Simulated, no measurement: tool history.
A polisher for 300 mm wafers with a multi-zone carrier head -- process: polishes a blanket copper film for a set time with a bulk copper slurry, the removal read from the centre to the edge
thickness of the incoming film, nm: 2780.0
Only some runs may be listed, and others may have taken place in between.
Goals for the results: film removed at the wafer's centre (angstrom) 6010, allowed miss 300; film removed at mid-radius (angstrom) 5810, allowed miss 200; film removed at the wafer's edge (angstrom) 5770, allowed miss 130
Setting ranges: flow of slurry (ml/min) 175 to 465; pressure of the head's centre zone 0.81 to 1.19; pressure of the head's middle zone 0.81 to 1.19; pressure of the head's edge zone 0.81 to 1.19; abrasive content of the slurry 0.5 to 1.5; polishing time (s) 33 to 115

run	hour	flow of slurry (ml/min)	pressure of the head's centre zone	pressure of the head's middle zone	pressure of the head's edge zone	abrasive content of the slurry	polishing time (s)	film removed at the wafer's centre (angstrom)	film removed at mid-radius (angstrom)	film removed at the wafer's edge (angstrom)
1	0	295	1	1	1	1	73	4712	4486.7	4433.3
2	5.5	295	1	1.03	1	1	73	4606.9	4567.9	4459.5
3	11.8	305	1.03	1.06	1.04	1.15	74	4951	4938.4	4746.7
4	13.7	305	1.03	1.01	1.04	1.15	74	4952.3	4747.6	4674.4
5	14.4	305	1.04	1.01	1.07	1.25	77	5237.1	5050.5	5077.2
6	19.2	345	1.04	1.01	1.07	1.25	77	5477.8	5163.5	5098.1
7	22.3	355	1.05	1.02	1.1	1.35	78	5678.9	5385.9	5294.5
8	29.9	355	1.05	1.02	1.12	1.4	79	5776	5340.3	5417.1
9	35	360	1.05	1.04	1.13	1.45	80	5918.3	5744.7	5620.3
10	42.9	360	1.05	1.04	1.14	1.45	80	5964.6	5774.6	5624.2

Next run, 5 choices. One meets every target within its allowed miss, the rest don't. Which?
A	50.8	265	1.07	1.05	1.19	1.5	82	?	?	?
B	50.8	465	1.19	1.16	1.13	1.5	76	?	?	?
C	50.8	370	0.96	1.04	1.1	1.5	88	?	?	?
D	50.8	370	1.19	1.14	1.06	1.4	82	?	?	?
E	50.8	385	1.1	1.11	1.12	1.5	77	?	?	?

move	film removed at the wafer's centre (angstrom)	film removed at mid-radius (angstrom)	film removed at the wafer's edge (angstrom)
A	5995.3	5718.8	5800.7
B	6547.4	6072.6	5472.9
C	5989.2	6304	6200.4
D	6823.7	6246.1	5600.8
E	6035.4	5846	5471.2
A: each result inside its tolerance
B: lands further from the targets than the last run did
C: the result that was furthest off in the last run now lies on the other side of its target
D: lands further from the targets than the last run did
E: lands further from the targets than the last run did
A is the move that brings every result within its allowed miss.
